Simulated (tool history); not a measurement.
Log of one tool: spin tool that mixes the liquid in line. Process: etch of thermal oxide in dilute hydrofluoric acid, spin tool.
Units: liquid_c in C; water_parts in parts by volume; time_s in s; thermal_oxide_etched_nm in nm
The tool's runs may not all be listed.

Run 1, hour 0: liquid_c 23 C, water_parts 225 parts by volume, time_s 80 s. Result: thermal_oxide_etched_nm 1.3046 nm.
Run 2, hour 6.6: liquid_c 24 C, water_parts 225 parts by volume, time_s 80 s. Result: thermal_oxide_etched_nm 1.3422 nm.
Run 3, hour 13.9: liquid_c 26 C, water_parts 225 parts by volume, time_s 80 s. Result: thermal_oxide_etched_nm 1.4617 nm.
Run 4, hour 14.8: liquid_c 26.5 C, water_parts 225 parts by volume, time_s 80 s. Result: thermal_oxide_etched_nm 1.4832 nm.
Run 5, hour 18.1: liquid_c 26.5 C, water_parts 175 parts by volume, time_s 80 s. Result: thermal_oxide_etched_nm 2.0225 nm.
Run 6, hour 20.5: liquid_c 24.5 C, water_parts 175 parts by volume, time_s 80 s. Result: thermal_oxide_etched_nm 1.843 nm.
Run 7, hour 23: liquid_c 23.5 C, water_parts 175 parts by volume, time_s 80 s. Result: thermal_oxide_etched_nm 1.8036 nm.
Run 8, hour 25.9: liquid_c 22.5 C, water_parts 175 parts by volume, time_s 80 s. Result: thermal_oxide_etched_nm 1.7057 nm.
Run 9, hour 33.7: liquid_c 22 C, water_parts 175 parts by volume, time_s 80 s. Result: thermal_oxide_etched_nm 1.7046 nm.

The next listed run, before its measurement:
Run 10, hour 37.7: liquid_c 21.5 C, water_parts 175 parts by volume, time_s 80 s. Result: thermal_oxide_etched_nm ?.

thermal_oxide_etched_nm: 1.6813 nm
